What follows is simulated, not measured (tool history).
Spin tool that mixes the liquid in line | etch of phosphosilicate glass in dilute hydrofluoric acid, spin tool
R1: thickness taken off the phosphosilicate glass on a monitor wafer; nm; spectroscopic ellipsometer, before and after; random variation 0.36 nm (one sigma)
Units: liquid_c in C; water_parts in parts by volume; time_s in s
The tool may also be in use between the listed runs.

run 1 day=0.000 | liquid_c=21 water_parts=140 time_s=15 | R1=14.504
run 2 day=0.142 | liquid_c=21 water_parts=110 time_s=15 | R1=18.703
run 3 day=0.267 | liquid_c=21 water_parts=75 time_s=15 | R1=28.839
run 4 day=0.342 | liquid_c=22 water_parts=75 time_s=15 | R1=30.361
run 5 day=0.462 | liquid_c=22 water_parts=115 time_s=15 | R1=18.833
run 6 day=0.729 | liquid_c=22 water_parts=85 time_s=15 | R1=26.189

Run 7 comes next. What will it give?
run 7 day=0.946 | liquid_c=22 water_parts=85 time_s=15 | R1=?

Run 7 gave R1 26.185 nm.

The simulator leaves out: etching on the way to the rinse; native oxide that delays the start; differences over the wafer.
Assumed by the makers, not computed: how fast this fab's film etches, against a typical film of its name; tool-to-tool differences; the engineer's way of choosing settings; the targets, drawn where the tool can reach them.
